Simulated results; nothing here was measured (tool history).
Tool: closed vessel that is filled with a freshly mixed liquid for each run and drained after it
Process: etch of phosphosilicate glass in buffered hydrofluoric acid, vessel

| run | hour | temperature setpoint of the liquid (K) | parts of 40 % ammonium fluoride to one part of 49 % hydrofluoric acid (parts by volume) | time in the liquid (s) | thickness taken off the phosphosilicate glass on a monitor wafer (nm) |
|---|---|---|---|---|---|
| 1 | 0 | 295.15 | 12 | 30 | 86.131 |
| 2 | 1.8 | 295.15 | 12 | 30 | 86.58 |
| 3 | 10.6 | 295.15 | 10 | 30 | 104.39 |
| 4 | 12.1 | 297.15 | 9.5 | 30 | 120.64 |
|  | 18.8 | thermometer replaced |
| 5 | 18.8 | 298.65 | 9 | 30 | 150.57 |
| 6 | 25.3 | 300.65 | 9 | 30 | 169.21 |

Run 7 comes next. What will it give?
| 7 | 28.9 | 301.15 | 9 | 30 | ? |

thickness taken off the phosphosilicate glass on a monitor wafer (nm): 172.2

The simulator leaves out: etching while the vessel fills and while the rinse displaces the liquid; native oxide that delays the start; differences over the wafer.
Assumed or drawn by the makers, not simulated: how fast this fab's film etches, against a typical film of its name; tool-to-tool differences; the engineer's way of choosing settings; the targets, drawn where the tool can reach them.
